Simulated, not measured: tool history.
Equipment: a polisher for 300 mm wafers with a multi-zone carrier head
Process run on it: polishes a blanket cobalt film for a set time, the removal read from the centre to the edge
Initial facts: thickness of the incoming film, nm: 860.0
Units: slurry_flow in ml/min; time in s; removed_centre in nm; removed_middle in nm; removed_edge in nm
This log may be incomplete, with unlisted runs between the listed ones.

run 1 day=0 | slurry_flow=225 centre_zone=1 middle_zone=1 edge_zone=1 time=47 | removed_centre=328.79 removed_middle=334.79 removed_edge=340.98
run 2 day=0.267 | slurry_flow=225 centre_zone=1.05 middle_zone=1 edge_zone=1 time=47 | removed_centre=354.51 removed_middle=337.19 removed_edge=339.56
run 3 day=0.321 | slurry_flow=225 centre_zone=1.04 middle_zone=1.01 edge_zone=0.98 time=44 | removed_centre=328.2 removed_middle=316.01 removed_edge=309.7
run 4 day=0.588 | slurry_flow=225 centre_zone=1.02 middle_zone=1.02 edge_zone=0.96 time=42 | removed_centre=302.48 removed_middle=304.22 removed_edge=299.37
run 5 day=0.942 | slurry_flow=225 centre_zone=1.01 middle_zone=1.04 edge_zone=0.94 time=39 | removed_centre=277.61 removed_middle=289.96 removed_edge=273.9
run 6 day=1.012 | slurry_flow=225 centre_zone=1 middle_zone=1.05 edge_zone=0.93 time=37 | removed_centre=263.19 removed_middle=274.8 removed_edge=259.23
run 7 day=1.196 | slurry_flow=225 centre_zone=0.99 middle_zone=1.06 edge_zone=0.92 time=35 | removed_centre=244.81 removed_middle=263.61 removed_edge=241.24
run 8 day=1.529 | slurry_flow=225 centre_zone=0.98 middle_zone=1.06 edge_zone=0.91 time=34 | removed_centre=235.76 removed_middle=253.7 removed_edge=236.78

Expected results for the next run?
run 9 day=1.692 | slurry_flow=225 centre_zone=0.97 middle_zone=1.07 edge_zone=0.9 time=33 | removed_centre=? removed_middle=? removed_edge=?

removed_centre: 229.81 nm
removed_middle: 246.8 nm
removed_edge: 227.45 nm

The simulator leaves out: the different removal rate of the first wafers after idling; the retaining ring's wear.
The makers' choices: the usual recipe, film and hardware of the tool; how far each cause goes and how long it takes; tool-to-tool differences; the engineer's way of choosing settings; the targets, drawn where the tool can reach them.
